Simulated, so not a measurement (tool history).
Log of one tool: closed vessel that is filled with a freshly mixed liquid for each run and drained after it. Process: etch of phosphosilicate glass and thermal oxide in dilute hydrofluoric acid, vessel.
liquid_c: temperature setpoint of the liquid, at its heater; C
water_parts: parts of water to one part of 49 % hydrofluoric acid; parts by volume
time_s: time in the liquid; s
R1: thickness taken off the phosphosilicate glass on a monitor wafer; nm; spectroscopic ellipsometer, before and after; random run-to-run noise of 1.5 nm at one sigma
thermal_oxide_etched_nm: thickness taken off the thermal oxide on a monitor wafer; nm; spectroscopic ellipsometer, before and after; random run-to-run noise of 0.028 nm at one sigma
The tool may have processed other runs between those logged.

{"run": 1, "hour": 0.0, "liquid_c": 22, "water_parts": 95, "time_s": 60, "R1": 124.57, "thermal_oxide_etched_nm": 2.9269}
{"run": 2, "hour": 9.1, "liquid_c": 23, "water_parts": 95, "time_s": 60, "R1": 127.99, "thermal_oxide_etched_nm": 3.0413}
{"run": 3, "hour": 17.7, "liquid_c": 23.5, "water_parts": 95, "time_s": 60, "R1": 131.17, "thermal_oxide_etched_nm": 3.0751}
{"run": 4, "hour": 19.6, "liquid_c": 24.5, "water_parts": 95, "time_s": 60, "R1": 135.69, "thermal_oxide_etched_nm": 3.2156}
{"run": 5, "hour": 23.5, "liquid_c": 24.5, "water_parts": 130, "time_s": 60, "R1": 95.444, "thermal_oxide_etched_nm": 2.2471}
{"run": 6, "hour": 27.5, "liquid_c": 24.5, "water_parts": 130, "time_s": 45, "R1": 72.275, "thermal_oxide_etched_nm": 1.7174}
{"run": 7, "hour": 29.5, "liquid_c": 28.5, "water_parts": 90, "time_s": 45, "R1": 129.7, "thermal_oxide_etched_nm": 3.0097}
{"run": 8, "hour": 32.0, "liquid_c": 28.5, "water_parts": 85, "time_s": 45, "R1": 137.42, "thermal_oxide_etched_nm": 3.1869}

What will run 9 give?
{"run": 9, "hour": 40.3, "liquid_c": 29, "water_parts": 80, "time_s": 45, "R1": "?", "thermal_oxide_etched_nm": "?"}

{"run 9": {"R1": 150.36, "thermal_oxide_etched_nm": 3.4502}}

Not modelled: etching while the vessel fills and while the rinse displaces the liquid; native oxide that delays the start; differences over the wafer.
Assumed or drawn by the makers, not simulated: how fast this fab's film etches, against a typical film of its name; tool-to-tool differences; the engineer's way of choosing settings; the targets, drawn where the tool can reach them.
